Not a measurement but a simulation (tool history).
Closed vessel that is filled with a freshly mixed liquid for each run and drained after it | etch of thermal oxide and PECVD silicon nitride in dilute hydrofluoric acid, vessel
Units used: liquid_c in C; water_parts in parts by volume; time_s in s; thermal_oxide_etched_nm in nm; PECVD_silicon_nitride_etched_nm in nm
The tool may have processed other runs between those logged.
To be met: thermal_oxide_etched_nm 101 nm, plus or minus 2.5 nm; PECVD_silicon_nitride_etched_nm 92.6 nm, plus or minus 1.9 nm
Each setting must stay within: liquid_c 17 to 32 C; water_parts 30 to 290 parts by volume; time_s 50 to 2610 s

run  hour  liquid_c  water_parts  time_s  thermal_oxide_etched_nm  PECVD_silicon_nitride_etched_nm
  1     0        24          160    1330                   35.374                           32.828
  2   6.8        24          185    1330                   29.622                           28.122
  3  10.6        24          185    1605                    35.92                           34.373
  4  15.5        24          145    1605                    47.42                           43.957
  5    18        25          110    1560                   66.149                           59.165
  6  23.5      26.5          100    1510                    75.47                           70.126
  7    27        28           55    1405                   144.49                           129.45
  8  33.6        28           55    1405                   143.15                           128.33
  9  39.8        26          115    1540                   64.808                           60.154
 10  48.9        27          100    1355                   69.289                           64.704
 11  52.3      29.5           45    1195                   161.05                           146.25
 12  53.8        26           70    1385                   100.74                           89.055
 13  56.1      26.5           70    1405                   104.79                           92.313
 14  57.7      27.5           85    1445                   90.148                           84.075
 15  65.9      27.5           80    1390                   93.049                           84.993
 16  67.5      27.5           80    1375                   92.209                               85
 17  75.8      27.5           75    1360                   97.464                           88.857
 18  83.3      27.5           75    1355                   97.625                           88.684

Exercise: of the 4 proposed moves below, exactly one satisfies all targets within the stated allowed misses. Which move is it?
  A  90.8        28           70    1285                        ?                                ?
  B  90.8        27           85    1565                        ?                                ?
  C  90.8      27.5           70    1230                        ?                                ?
  D  90.8      25.5           75    1510                        ?                                ?

move  thermal_oxide_etched_nm  PECVD_silicon_nitride_etched_nm
   A                   101.49                           92.902
   B                    95.88                           87.448
   C                   95.258                           86.087
   D                   100.15                           86.598
A: hits every target within its allowed miss
B: moves away from the targets compared with the last run
C: moves away from the targets compared with the last run
D: moves away from the targets compared with the last run
Go with A: it meets all targets.

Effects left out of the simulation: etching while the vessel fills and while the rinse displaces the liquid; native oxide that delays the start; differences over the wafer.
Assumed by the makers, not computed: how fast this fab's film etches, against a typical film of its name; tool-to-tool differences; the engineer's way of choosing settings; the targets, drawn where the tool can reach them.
